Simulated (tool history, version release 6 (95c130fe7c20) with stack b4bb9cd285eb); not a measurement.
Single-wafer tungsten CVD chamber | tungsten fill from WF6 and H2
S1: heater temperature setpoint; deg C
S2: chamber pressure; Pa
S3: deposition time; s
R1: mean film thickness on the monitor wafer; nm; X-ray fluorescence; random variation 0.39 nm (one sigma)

run  hour   S1    S2    S3      R1
  1   0.0  395  5026  17.5  53.664
  2   8.5  395  5026  17.5  53.126
  3  15.2  395  5026  17.5  53.637
  4  18.5  395  5026  17.5  53.181
  5  24.5  385  5026  17.5  42.996
  6  30.7  390  5040  17.5  47.994
  7  34.9  390  5040  17.5  47.608
  8  36.9  394  5053  17.5  52.312

The next listed run, before its measurement:
  9  38.4  397  5066  17.5   ?

Run 9 gave R1 55.952 nm.
